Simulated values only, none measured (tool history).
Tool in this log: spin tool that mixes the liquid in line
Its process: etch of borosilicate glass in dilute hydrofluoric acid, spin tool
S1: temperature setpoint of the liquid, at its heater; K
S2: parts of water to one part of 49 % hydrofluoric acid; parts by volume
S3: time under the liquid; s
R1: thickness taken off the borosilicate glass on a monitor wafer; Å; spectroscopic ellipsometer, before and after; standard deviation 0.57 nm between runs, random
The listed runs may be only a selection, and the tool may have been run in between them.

{"run": 1, "hour": 0.0, "S1": 293.15, "S2": 115, "S3": 305, "R1": 728.09}
{"run": 2, "hour": 2.0, "S1": 290.15, "S2": 115, "S3": 305, "R1": 638.63}
{"run": 3, "hour": 9.8, "S1": 293.65, "S2": 110, "S3": 305, "R1": 786.28}
{"run": 4, "hour": 18.6, "S1": 293.65, "S2": 140, "S3": 305, "R1": 590.23}
{"run": 5, "hour": 23.0, "S1": 296.15, "S2": 130, "S3": 305, "R1": 713.76}
{"run": 6, "hour": 30.5, "S1": 297.65, "S2": 120, "S3": 305, "R1": 831.23}
{"run": 7, "hour": 35.6, "S1": 298.65, "S2": 115, "S3": 305, "R1": 902.92}

Estimate the outcome of run 8 from the log above:
{"run": 8, "hour": 44.4, "S1": 299.65, "S2": 110, "S3": 305, "R1": "?"}

Run 8 yielded R1 990.96 Å.
